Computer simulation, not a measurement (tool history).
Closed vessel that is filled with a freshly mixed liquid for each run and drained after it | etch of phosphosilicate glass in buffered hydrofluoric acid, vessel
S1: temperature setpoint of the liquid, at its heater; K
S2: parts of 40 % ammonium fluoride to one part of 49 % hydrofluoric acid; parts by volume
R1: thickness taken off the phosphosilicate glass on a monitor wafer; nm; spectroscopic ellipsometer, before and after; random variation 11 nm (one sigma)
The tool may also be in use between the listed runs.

{"run": 1, "hour": 0.0, "S1": 296.15, "S2": 10.0, "time in the liquid (s)": 90, "R1": 749.77}
{"run": 2, "hour": 6.3, "S1": 296.15, "S2": 10.0, "time in the liquid (s)": 95, "R1": 791.09}
{"run": 3, "hour": 10.1, "S1": 294.65, "S2": 10.0, "time in the liquid (s)": 95, "R1": 729.36}
{"run": 4, "hour": 17.1, "S1": 294.65, "S2": 10.0, "time in the liquid (s)": 95, "R1": 722.13}
{"run": 5, "hour": 23.9, "S1": 296.65, "S2": 10.0, "time in the liquid (s)": 95, "R1": 804.83}
{"run": 6, "hour": 27.6, "S1": 298.15, "S2": 9.0, "time in the liquid (s)": 95, "R1": 935.81}
{"run": 7, "hour": 29.8, "S1": 299.65, "S2": 8.0, "time in the liquid (s)": 95, "R1": 1168.6}

The next listed run, before its measurement:
{"run": 8, "hour": 38.1, "S1": 303.65, "S2": 8.0, "time in the liquid (s)": 95, "R1": "?"}

{"run 8": {"R1": 1407.0}}

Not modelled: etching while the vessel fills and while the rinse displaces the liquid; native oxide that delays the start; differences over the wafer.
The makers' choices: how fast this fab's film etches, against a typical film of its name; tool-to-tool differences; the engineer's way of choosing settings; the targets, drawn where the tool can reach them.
